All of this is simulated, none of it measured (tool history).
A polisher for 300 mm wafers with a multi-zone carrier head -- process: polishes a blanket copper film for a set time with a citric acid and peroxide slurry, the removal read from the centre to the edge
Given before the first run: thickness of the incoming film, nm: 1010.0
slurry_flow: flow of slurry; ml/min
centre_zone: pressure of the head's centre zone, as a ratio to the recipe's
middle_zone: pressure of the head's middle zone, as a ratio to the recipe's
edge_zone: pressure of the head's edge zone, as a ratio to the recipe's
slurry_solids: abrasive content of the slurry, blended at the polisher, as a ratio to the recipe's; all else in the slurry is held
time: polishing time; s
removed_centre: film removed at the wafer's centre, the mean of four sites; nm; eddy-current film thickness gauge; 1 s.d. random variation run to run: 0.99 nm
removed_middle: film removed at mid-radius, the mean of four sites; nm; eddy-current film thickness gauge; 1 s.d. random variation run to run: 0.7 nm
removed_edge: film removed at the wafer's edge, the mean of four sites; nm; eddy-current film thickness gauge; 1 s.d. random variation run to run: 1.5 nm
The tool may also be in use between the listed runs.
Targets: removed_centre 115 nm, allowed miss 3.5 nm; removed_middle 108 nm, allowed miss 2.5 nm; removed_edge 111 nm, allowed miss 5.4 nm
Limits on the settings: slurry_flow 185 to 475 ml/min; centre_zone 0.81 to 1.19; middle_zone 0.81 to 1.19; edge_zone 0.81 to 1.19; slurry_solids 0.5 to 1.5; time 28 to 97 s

Run 1, hour 0: slurry_flow 305 ml/min, centre_zone 1, middle_zone 1, edge_zone 1, slurry_solids 1, time 62 s. Result: removed_centre 131.06 nm, removed_middle 132.91 nm, removed_edge 135.93 nm.
Run 2, hour 7.8: slurry_flow 235 ml/min, centre_zone 1, middle_zone 1, edge_zone 1, slurry_solids 1, time 62 s. Result: removed_centre 127.4 nm, removed_middle 130.28 nm, removed_edge 131.9 nm.
Run 3, hour 12.2: slurry_flow 235 ml/min, centre_zone 0.96, middle_zone 1, edge_zone 1, slurry_solids 1, time 62 s. Result: removed_centre 120.66 nm, removed_middle 130.84 nm, removed_edge 130.82 nm.
Run 4, hour 14.7: slurry_flow 295 ml/min, centre_zone 0.96, middle_zone 1, edge_zone 1, slurry_solids 1, time 62 s. Result: removed_centre 123.8 nm, removed_middle 133.55 nm, removed_edge 131.74 nm.
Run 5, hour 23.4: slurry_flow 295 ml/min, centre_zone 0.96, middle_zone 0.97, edge_zone 0.97, slurry_solids 0.95, time 62 s. Result: removed_centre 126.23 nm, removed_middle 129.75 nm, removed_edge 134.16 nm.
Run 6, hour 24.5: slurry_flow 290 ml/min, centre_zone 0.97, middle_zone 0.97, edge_zone 0.95, slurry_solids 0.9, time 61 s. Result: removed_centre 122.85 nm, removed_middle 126.69 nm, removed_edge 122.52 nm.
Run 7, hour 29.1: slurry_flow 245 ml/min, centre_zone 0.94, middle_zone 0.87, edge_zone 0.89, slurry_solids 0.8, time 61 s. Result: removed_centre 113.98 nm, removed_middle 112.7 nm, removed_edge 118.04 nm.
Run 8, hour 29.7: slurry_flow 240 ml/min, centre_zone 0.95, middle_zone 0.87, edge_zone 0.88, slurry_solids 0.8, time 61 s. Result: removed_centre 115.72 nm, removed_middle 113.83 nm, removed_edge 117.17 nm.
Run 9, hour 33.7: slurry_flow 235 ml/min, centre_zone 0.95, middle_zone 0.86, edge_zone 0.87, slurry_solids 0.8, time 61 s. Result: removed_centre 115.48 nm, removed_middle 111.6 nm, removed_edge 118.44 nm.

Next run, 4 choices. One meets every target within its allowed miss, the rest don't. Which?
Run A, hour 37.7: slurry_flow 250 ml/min, centre_zone 0.95, middle_zone 0.88, edge_zone 0.81, slurry_solids 0.85, time 61 s. Result: removed_centre ?, removed_middle ?, removed_edge ?.
Run B, hour 37.7: slurry_flow 210 ml/min, centre_zone 0.96, middle_zone 0.86, edge_zone 0.87, slurry_solids 0.9, time 62 s. Result: removed_centre ?, removed_middle ?, removed_edge ?.
Run C, hour 37.7: slurry_flow 195 ml/min, centre_zone 1.06, middle_zone 0.96, edge_zone 0.95, slurry_solids 0.8, time 56 s. Result: removed_centre ?, removed_middle ?, removed_edge ?.
Run D, hour 37.7: slurry_flow 260 ml/min, centre_zone 1, middle_zone 1.01, edge_zone 0.83, slurry_solids 0.95, time 56 s. Result: removed_centre ?, removed_middle ?, removed_edge ?.

move  removed_centre  removed_middle  removed_edge
   A          116.02          116.81        116.74
   B          117.72          115.81        121.96
   C           113.9          109.09        111.43
   D          115.09          120.53        110.74
A: moves away from the targets compared with the last run
B: moves away from the targets compared with the last run
C: hits every target within its allowed miss
D: moves away from the targets compared with the last run
So the answer is move C, the one that meets all the targets.
